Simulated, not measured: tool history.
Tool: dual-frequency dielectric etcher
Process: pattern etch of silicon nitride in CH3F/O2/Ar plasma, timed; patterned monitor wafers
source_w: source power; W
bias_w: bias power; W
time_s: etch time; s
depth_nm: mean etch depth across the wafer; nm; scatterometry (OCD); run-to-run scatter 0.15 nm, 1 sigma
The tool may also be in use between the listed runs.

run,hour,source_w,bias_w,time_s,depth_nm
1,0,280,54,70,39.439
2,8.1,260,53,70,38.61
3,10.3,250,51,70,37.129
4,18.4,250,51,70,37.468
5,25.6,250,51,70,37.62
6,27.5,240,50,70,36.772

What will run 7 give?
7,30.3,230,49,70,?

{"run 7": {"depth_nm": 36.032}}
